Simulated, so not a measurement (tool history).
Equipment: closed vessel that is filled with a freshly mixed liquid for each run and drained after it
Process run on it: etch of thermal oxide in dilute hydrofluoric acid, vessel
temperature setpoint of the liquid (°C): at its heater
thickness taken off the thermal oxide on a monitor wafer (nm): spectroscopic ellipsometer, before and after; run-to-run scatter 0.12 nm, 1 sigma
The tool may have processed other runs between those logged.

| run | hour | temperature setpoint of the liquid (°C) | parts of water to one part of 49 % hydrofluoric acid (parts by volume) | time in the liquid (s) | thickness taken off the thermal oxide on a monitor wafer (nm) |
|---|---|---|---|---|---|
| 1 | 0.0 | 24 | 170 | 670 | 18.537 |
| 2 | 8.8 | 21 | 170 | 670 | 16.468 |
| 3 | 13.0 | 18 | 170 | 670 | 14.615 |
| 4 | 21.3 | 18 | 135 | 670 | 19.113 |
| 5 | 28.4 | 18 | 135 | 670 | 19.083 |
| 6 | 37.2 | 19 | 135 | 670 | 19.723 |

Run 7 has not been measured yet. What should we expect?
| 7 | 42.4 | 19 | 135 | 670 | ? |

thickness taken off the thermal oxide on a monitor wafer (nm): 19.806

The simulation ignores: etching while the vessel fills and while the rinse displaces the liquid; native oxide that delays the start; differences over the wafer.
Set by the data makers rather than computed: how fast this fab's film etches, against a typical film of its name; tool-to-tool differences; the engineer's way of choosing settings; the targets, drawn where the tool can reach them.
